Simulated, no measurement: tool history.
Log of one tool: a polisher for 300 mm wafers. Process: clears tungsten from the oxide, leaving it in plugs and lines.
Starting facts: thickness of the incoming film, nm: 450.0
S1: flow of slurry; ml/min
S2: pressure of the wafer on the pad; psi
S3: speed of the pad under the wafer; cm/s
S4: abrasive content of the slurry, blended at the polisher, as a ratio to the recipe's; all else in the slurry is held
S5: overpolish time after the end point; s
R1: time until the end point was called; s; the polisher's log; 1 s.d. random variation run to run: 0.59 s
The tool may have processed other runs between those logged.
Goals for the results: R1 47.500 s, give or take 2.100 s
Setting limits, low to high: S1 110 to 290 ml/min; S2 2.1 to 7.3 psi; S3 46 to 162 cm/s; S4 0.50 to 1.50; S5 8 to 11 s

run	hour	S1	S2	S3	S4	S5	R1
1	0.0	185	4.7	104	1.00	11	66.170
2	4.9	185	4.7	104	1.20	11	62.790
3	8.1	185	5.1	104	1.20	11	59.329
4	13.7	185	5.5	104	1.20	11	55.738
5	17.7	185	5.5	104	1.20	11	56.617
6	20.3	185	5.8	104	1.20	11	53.767
7	24.8	185	6.0	104	1.20	11	51.797
8	28.2	185	6.2	104	1.20	11	49.869
9	36.5	185	6.3	104	1.20	11	49.577

Of the 5 settings listed for the next run, only one would bring every result within its allowed miss of target. Which one?
A	44.8	210	6.2	102	1.10	11	?
B	44.8	160	6.9	90	1.15	11	?
C	44.8	200	6.0	98	1.25	8	?
D	44.8	155	5.5	122	0.75	11	?
E	44.8	150	6.3	108	1.30	8	?

move	R1
A	50.888
B	53.688
C	53.097
D	53.347
E	47.668
A: the biggest miss grows against the last run
B: the biggest miss grows against the last run
C: the biggest miss grows against the last run
D: the biggest miss grows against the last run
E: hits every target within its allowed miss
Go with E: it meets all targets.
